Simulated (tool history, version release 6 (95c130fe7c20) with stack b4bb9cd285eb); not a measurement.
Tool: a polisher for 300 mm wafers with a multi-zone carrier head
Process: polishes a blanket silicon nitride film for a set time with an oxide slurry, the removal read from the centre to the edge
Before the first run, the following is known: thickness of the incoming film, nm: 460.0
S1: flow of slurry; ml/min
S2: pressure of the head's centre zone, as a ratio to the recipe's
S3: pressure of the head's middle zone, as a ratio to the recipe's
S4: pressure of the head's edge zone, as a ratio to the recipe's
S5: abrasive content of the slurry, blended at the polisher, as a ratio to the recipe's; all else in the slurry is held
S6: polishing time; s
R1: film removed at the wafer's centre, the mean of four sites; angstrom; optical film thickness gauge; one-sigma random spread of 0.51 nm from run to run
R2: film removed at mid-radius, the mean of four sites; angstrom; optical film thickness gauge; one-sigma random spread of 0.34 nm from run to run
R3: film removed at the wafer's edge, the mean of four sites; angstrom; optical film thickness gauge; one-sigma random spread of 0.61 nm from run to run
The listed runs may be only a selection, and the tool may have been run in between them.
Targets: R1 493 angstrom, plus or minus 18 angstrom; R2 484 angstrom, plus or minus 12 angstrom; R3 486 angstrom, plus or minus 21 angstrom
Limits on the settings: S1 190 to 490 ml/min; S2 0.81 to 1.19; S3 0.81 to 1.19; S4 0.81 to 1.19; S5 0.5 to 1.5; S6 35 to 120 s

run 1 hour=0 | S1=315 S2=1 S3=1 S4=1 S5=1 S6=77 | R1=611.99 R2=609.29 R3=639.74
run 2 hour=7.4 | S1=320 S2=0.99 S3=0.99 S4=0.96 S5=0.9 S6=77 | R1=561.84 R2=567.56 R3=579.13
run 3 hour=14 | S1=320 S2=0.99 S3=0.99 S4=0.88 S5=0.9 S6=77 | R1=568.96 R2=570.76 R3=558.44
run 4 hour=15.4 | S1=320 S2=0.99 S3=0.99 S4=0.85 S5=0.9 S6=77 | R1=565.36 R2=565.64 R3=559.91
run 5 hour=24 | S1=325 S2=0.99 S3=0.98 S4=0.84 S5=0.85 S6=77 | R1=544.77 R2=544.35 R3=537.38
run 6 hour=28.9 | S1=325 S2=0.99 S3=0.98 S4=0.84 S5=0.85 S6=86 | R1=620.3 R2=605.64 R3=608.78
run 7 hour=35.2 | S1=330 S2=0.99 S3=0.98 S4=0.84 S5=0.75 S6=85 | R1=557.38 R2=546.27 R3=531.45
run 8 hour=43.8 | S1=330 S2=0.93 S3=0.91 S4=0.84 S5=0.65 S6=86 | R1=460.03 R2=463.1 R3=480.51
run 9 hour=45.8 | S1=335 S2=0.94 S3=0.92 S4=0.84 S5=0.65 S6=86 | R1=472.09 R2=466.08 R3=477.91
run 10 hour=47 | S1=335 S2=0.95 S3=0.93 S4=0.84 S5=0.65 S6=86 | R1=482.35 R2=469.85 R3=479.91

Pick the move, out of 4, that brings all results within their allowed miss; only one does.
run A hour=48.2 | S1=325 S2=0.98 S3=0.91 S4=0.82 S5=0.6 S6=93 | R1=? R2=? R3=?
run B hour=48.2 | S1=305 S2=0.98 S3=0.96 S4=0.82 S5=0.6 S6=94 | R1=? R2=? R3=?
run C hour=48.2 | S1=255 S2=0.95 S3=0.9 S4=0.87 S5=0.75 S6=77 | R1=? R2=? R3=?
run D hour=48.2 | S1=395 S2=0.99 S3=1 S4=0.81 S5=0.7 S6=72 | R1=? R2=? R3=?

move=A R1=483.21 R2=461.87 R3=475.47
move=B R1=485.86 R2=485.69 R3=478.4
move=C R1=460.82 R2=451.36 R3=481.58
move=D R1=441.87 R2=451.48 R3=425.7
A: its largest miss is bigger than the last run's
B: meets every target
C: its largest miss is bigger than the last run's
D: its largest miss is bigger than the last run's
Correct choice: B, which meets every target

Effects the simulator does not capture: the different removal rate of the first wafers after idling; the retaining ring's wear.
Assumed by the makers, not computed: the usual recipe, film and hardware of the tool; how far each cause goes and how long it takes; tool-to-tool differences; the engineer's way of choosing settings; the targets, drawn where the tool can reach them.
